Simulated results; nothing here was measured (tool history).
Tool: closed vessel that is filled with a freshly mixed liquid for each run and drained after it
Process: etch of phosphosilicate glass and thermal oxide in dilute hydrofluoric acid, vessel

run  hour  temperature setpoint of the liquid (°C)  parts of water to one part of 49 % hydrofluoric acid (parts by volume)  time in the liquid (s)  thickness taken off the phosphosilicate glass on a monitor wafer (angstrom)  thickness taken off the thermal oxide on a monitor wafer (angstrom)
  1   0.0                                     24.0                                                                     200                      60                                                                       335.78                                                              10.2830
  2   1.0                                     24.0                                                                     270                      60                                                                       228.22                                                               6.9157
  3   4.6                                     24.0                                                                     320                      60                                                                       182.92                                                               5.6773
  4   7.8                                     26.0                                                                     320                      60                                                                       195.99                                                               6.3670
  5  11.5                                     26.0                                                                     280                      60                                                                       234.01                                                               7.4804
  6  19.0                                     26.0                                                                     240                      60                                                                       284.63                                                               9.2122
  7  20.9                                     22.0                                                                     240                      60                                                                       247.24                                                               7.7069

Forecast run 8:
  8  27.3                                     21.5                                                                     240                      60                                                                            ?                                                                    ?

Run 8 gave thickness taken off the phosphosilicate glass on a monitor wafer (angstrom) 243.71, thickness taken off the thermal oxide on a monitor wafer (angstrom) 7.9430.
